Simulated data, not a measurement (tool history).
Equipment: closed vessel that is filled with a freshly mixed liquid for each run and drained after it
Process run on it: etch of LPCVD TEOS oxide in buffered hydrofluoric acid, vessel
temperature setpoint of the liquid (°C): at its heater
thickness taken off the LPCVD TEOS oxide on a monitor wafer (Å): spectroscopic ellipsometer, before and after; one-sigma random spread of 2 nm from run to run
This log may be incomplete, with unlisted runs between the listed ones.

| run | day | temperature setpoint of the liquid (°C) | parts of 40 % ammonium fluoride to one part of 49 % hydrofluoric acid (parts by volume) | time in the liquid (s) | thickness taken off the LPCVD TEOS oxide on a monitor wafer (Å) |
|---|---|---|---|---|---|
| 1 | 0 | 24 | 11 | 95 | 1120.8 |
| 2 | 0.283 | 24 | 11 | 105 | 1241.6 |
| 3 | 0.379 | 26.5 | 11 | 105 | 1404.7 |
| 4 | 0.729 | 23 | 11 | 105 | 1164.6 |
| 5 | 0.775 | 26 | 9 | 105 | 1676 |
| 6 | 1.012 | 26 | 10.5 | 105 | 1433.9 |
| 7 | 1.146 | 28 | 8.5 | 105 | 1925.2 |
| 8 | 1.396 | 29.5 | 7.5 | 105 | 2345.9 |

Run 9 has not been measured yet. What should we expect?
| 9 | 1.708 | 32 | 5.5 | 105 | ? |

thickness taken off the LPCVD TEOS oxide on a monitor wafer (Å): 3598.8

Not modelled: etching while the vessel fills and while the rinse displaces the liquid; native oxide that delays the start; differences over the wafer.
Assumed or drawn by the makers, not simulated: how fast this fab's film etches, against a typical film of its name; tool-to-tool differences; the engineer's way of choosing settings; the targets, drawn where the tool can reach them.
